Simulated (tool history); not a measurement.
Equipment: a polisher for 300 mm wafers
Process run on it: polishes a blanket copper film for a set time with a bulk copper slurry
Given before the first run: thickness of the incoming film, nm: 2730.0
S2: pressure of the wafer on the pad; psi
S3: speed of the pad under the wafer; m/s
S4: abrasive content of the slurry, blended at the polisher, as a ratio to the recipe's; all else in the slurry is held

{"run": 1, "day": 0.0, "flow of slurry (ml/min)": 250, "S2": 1.8, "S3": 1.06, "S4": 1.0, "polishing time (s)": 75, "film removed (angstrom)": 4816.2}
{"run": 2, "day": 0.167, "flow of slurry (ml/min)": 250, "S2": 2.0, "S3": 1.08, "S4": 1.0, "polishing time (s)": 75, "film removed (angstrom)": 5360.8}
{"run": 3, "day": 0.35, "flow of slurry (ml/min)": 250, "S2": 2.0, "S3": 1.08, "S4": 0.85, "polishing time (s)": 75, "film removed (angstrom)": 5148.4}
{"run": 4, "day": 0.671, "flow of slurry (ml/min)": 250, "S2": 2.0, "S3": 1.08, "S4": 1.0, "polishing time (s)": 75, "film removed (angstrom)": 5311.4}
{"run": 5, "day": 0.854, "flow of slurry (ml/min)": 250, "S2": 2.2, "S3": 1.12, "S4": 1.0, "polishing time (s)": 75, "film removed (angstrom)": 5965.7}
{"run": 6, "day": 1.071, "flow of slurry (ml/min)": 250, "S2": 2.3, "S3": 1.16, "S4": 1.0, "polishing time (s)": 75, "film removed (angstrom)": 6378.0}

Forecast run 7:
{"run": 7, "day": 1.262, "flow of slurry (ml/min)": 250, "S2": 2.4, "S3": 1.2, "S4": 1.0, "polishing time (s)": 75, "film removed (angstrom)": "?"}

Run 7 came out at film removed (angstrom) 7001.2.
